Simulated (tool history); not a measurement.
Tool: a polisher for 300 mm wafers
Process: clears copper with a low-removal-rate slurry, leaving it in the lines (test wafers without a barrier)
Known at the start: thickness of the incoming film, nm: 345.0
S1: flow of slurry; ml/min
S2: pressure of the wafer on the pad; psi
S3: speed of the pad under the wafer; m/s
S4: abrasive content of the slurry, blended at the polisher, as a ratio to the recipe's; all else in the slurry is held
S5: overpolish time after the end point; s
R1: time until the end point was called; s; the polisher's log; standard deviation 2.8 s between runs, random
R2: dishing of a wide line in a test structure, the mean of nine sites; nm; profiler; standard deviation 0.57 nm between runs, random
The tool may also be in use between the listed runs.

run,day,S1,S2,S3,S4,S5,R1,R2
1,0,195,2.5,1.14,1,23,129.67,36.074
2,0.221,195,2.3,1.14,1,24,135.51,36.69
3,0.533,195,2.1,1.1,1,24,151.4,32.203
4,0.812,230,2.1,1.1,1,24,145.04,34.724
5,1.029,230,2.1,1.1,1,34,145.44,42.912
6,1.388,190,2.1,1.1,1,34,146.03,41.265
7,1.5,190,1.4,0.96,1,33,214.07,33.33

For run 8, what comes out?
8,1.667,190,1.4,0.96,1,32,?,?

Run 8 came out at R1 218.52 s, R2 31.319 nm.

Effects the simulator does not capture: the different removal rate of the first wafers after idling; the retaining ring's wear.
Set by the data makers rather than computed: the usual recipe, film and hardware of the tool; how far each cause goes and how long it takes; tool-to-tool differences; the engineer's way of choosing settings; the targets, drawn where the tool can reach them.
